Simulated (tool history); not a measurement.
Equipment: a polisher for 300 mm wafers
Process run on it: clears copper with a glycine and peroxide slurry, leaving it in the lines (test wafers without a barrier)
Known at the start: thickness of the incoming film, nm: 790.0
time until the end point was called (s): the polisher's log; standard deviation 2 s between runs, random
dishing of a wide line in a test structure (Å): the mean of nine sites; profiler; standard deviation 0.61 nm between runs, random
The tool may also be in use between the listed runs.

run  hour  flow of slurry (ml/min)  pressure of the wafer on the pad (kPa)  speed of the pad under the wafer (m/s)  overpolish time after the end point (s)  time until the end point was called (s)  dishing of a wide line in a test structure (Å)
  1   0.0                      210                                    23.4                                    1.24                                       26                                   78.247                                          467.56
  2   5.6                      210                                    26.9                                    1.24                                       26                                   69.469                                          470.59
  3  12.9                      210                                    22.8                                    1.22                                       22                                   80.515                                          466.77
  4  16.5                      230                                    22.8                                    1.22                                       22                                   78.327                                          452.96
  5  23.0                      230                                    20.0                                    1.22                                       22                                   87.640                                          445.74
  6  29.4                      225                                    17.9                                    1.20                                       23                                  101.380                                          447.82
  7  32.3                      225                                    16.5                                    1.20                                       22                                  108.350                                          438.13
  8  38.6                      220                                    15.9                                    1.20                                       22                                  110.830                                          430.41

Expected results for the next run?
  9  39.8                      215                                    15.2                                    1.18                                       24                                        ?                                               ?

Run 9 yielded time until the end point was called (s) 118.190, dishing of a wide line in a test structure (Å) 438.32.
